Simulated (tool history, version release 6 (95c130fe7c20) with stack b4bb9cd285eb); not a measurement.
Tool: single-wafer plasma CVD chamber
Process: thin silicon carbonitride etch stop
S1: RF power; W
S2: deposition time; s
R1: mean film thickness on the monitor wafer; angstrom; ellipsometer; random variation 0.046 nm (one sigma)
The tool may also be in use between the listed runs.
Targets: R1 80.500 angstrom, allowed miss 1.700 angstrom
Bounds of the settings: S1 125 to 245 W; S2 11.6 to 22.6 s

| run | hour | S1 | S2 | R1 |
|---|---|---|---|---|
| 1 | 0.0 | 185 | 17.1 | 97.709 |
| 2 | 5.0 | 180 | 16.8 | 95.824 |
| 3 | 10.2 | 180 | 19.0 | 107.450 |
| 4 | 17.1 | 175 | 18.4 | 105.200 |
| 5 | 23.3 | 195 | 18.4 | 106.660 |
| 6 | 24.3 | 190 | 17.8 | 101.830 |
| 7 | 29.2 | 190 | 17.2 | 99.737 |
|  | 36.3 | thermocouple changed; heater temperature recalibrated |
| 8 | 36.3 | 185 | 16.8 | 96.396 |
| 9 | 39.6 | 180 | 16.4 | 93.208 |
| 10 | 41.9 | 175 | 16.1 | 91.497 |
| 11 | 47.7 | 170 | 15.8 | 88.073 |
| 12 | 52.4 | 165 | 15.7 | 87.159 |
| 13 | 60.5 | 160 | 15.6 | 86.518 |

Which of these 5 next moves meets every target?
| A | 68.6 | 145 | 18.0 | ? |
| B | 68.6 | 175 | 16.5 | ? |
| C | 68.6 | 160 | 14.6 | ? |
| D | 68.6 | 170 | 16.2 | ? |
| E | 68.6 | 160 | 17.6 | ? |

| move | R1 |
|---|---|
| A | 96.983 |
| B | 93.105 |
| C | 80.574 |
| D | 90.754 |
| E | 97.130 |
A: further off than the last run
B: further off than the last run
C: meets every target
D: further off than the last run
E: further off than the last run
Answer: C
